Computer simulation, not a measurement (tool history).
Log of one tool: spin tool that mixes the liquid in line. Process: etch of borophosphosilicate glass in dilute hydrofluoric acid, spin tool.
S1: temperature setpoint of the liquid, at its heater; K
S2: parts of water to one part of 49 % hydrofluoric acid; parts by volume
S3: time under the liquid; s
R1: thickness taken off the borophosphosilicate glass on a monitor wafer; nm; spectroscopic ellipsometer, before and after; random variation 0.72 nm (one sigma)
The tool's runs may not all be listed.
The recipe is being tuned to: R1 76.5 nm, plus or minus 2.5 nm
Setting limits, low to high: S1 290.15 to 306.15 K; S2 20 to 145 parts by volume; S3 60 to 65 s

{"run": 1, "hour": 0.0, "S1": 298.15, "S2": 80, "S3": 60, "R1": 37.882}
{"run": 2, "hour": 8.8, "S1": 299.65, "S2": 75, "S3": 60, "R1": 43.02}
{"run": 3, "hour": 17.6, "S1": 299.65, "S2": 75, "S3": 60, "R1": 42.891}
{"run": 4, "hour": 18.5, "S1": 297.15, "S2": 75, "S3": 60, "R1": 39.108}
{"run": 5, "hour": 20.5, "S1": 297.15, "S2": 75, "S3": 60, "R1": 38.431}
{"run": 6, "hour": 28.5, "S1": 297.15, "S2": 75, "S3": 65, "R1": 41.477}
{"run": 7, "hour": 34.6, "S1": 298.65, "S2": 70, "S3": 65, "R1": 48.291}
{"run": 8, "hour": 37.2, "S1": 300.15, "S2": 65, "S3": 65, "R1": 55.466}
{"run": 9, "hour": 39.9, "S1": 304.15, "S2": 60, "S3": 65, "R1": 71.007}
{"run": 10, "hour": 46.2, "S1": 304.65, "S2": 60, "S3": 65, "R1": 71.646}
{"run": 11, "hour": 55.0, "S1": 305.15, "S2": 60, "S3": 65, "R1": 72.843}

Next run, 5 choices. One meets every target within its allowed miss, the rest don't. Which?
{"run": "A", "hour": 63.8, "S1": 303.15, "S2": 50, "S3": 65, "R1": "?"}
{"run": "B", "hour": 63.8, "S1": 305.65, "S2": 55, "S3": 65, "R1": "?"}
{"run": "C", "hour": 63.8, "S1": 305.15, "S2": 50, "S3": 60, "R1": "?"}
{"run": "D", "hour": 63.8, "S1": 305.65, "S2": 55, "S3": 60, "R1": "?"}
{"run": "E", "hour": 63.8, "S1": 306.15, "S2": 55, "S3": 65, "R1": "?"}

move=A R1=82.911
move=B R1=82.389
move=C R1=82.73
move=D R1=76.051
move=E R1=83.977
A: takes the biggest miss from the last run beyond its target
B: takes the biggest miss from the last run beyond its target
C: takes the biggest miss from the last run beyond its target
D: all results land within tolerance of their targets
E: takes the biggest miss from the last run beyond its target
Answer: D

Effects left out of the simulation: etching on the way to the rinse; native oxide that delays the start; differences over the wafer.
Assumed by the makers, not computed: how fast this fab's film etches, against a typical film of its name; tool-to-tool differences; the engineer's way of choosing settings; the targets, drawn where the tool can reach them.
